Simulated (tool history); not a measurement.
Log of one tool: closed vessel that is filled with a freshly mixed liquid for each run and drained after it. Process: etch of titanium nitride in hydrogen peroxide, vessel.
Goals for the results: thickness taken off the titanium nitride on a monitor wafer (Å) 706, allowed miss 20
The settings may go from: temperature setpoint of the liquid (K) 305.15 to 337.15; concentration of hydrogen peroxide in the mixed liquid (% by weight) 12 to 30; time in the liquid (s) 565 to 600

run	hour	temperature setpoint of the liquid (K)	concentration of hydrogen peroxide in the mixed liquid (% by weight)	time in the liquid (s)	thickness taken off the titanium nitride on a monitor wafer (Å)
1	0	321.15	21	565	324.61
2	3	324.65	21	565	416.82
3	4.3	320.15	21	565	300.76
4	13.3	320.15	21	565	302.95
5	17.8	320.15	24	565	310.86
6	26.4	317.65	24	565	259.33
7	35.2	322.15	24	565	362.48
8	37.8	325.15	24	565	446.65
9	46.2	327.15	24	565	514.13
10	50.2	328.65	24	565	567.53
11	57.9	328.65	24	565	566.81
12	62.5	329.65	24	565	612.8
13	71.4	330.15	24	565	632.64
14	77.5	330.65	24	565	657.6
15	83.6	331.15	24	565	679.29

Exercise: of the 4 proposed moves below, exactly one satisfies all targets within the stated allowed misses. Which move is it?
A	89.7	332.15	17	565	?
B	89.7	329.65	22	600	?
C	89.7	330.65	25	600	?
D	89.7	330.65	23	575	?

move	thickness taken off the titanium nitride on a monitor wafer (Å)
A	678.81
B	641.21
C	706.48
D	664.88
A: no nearer and no further than the last run
B: further off than the last run
C: all results land within tolerance of their targets
D: further off than the last run
Move C is the one to make.
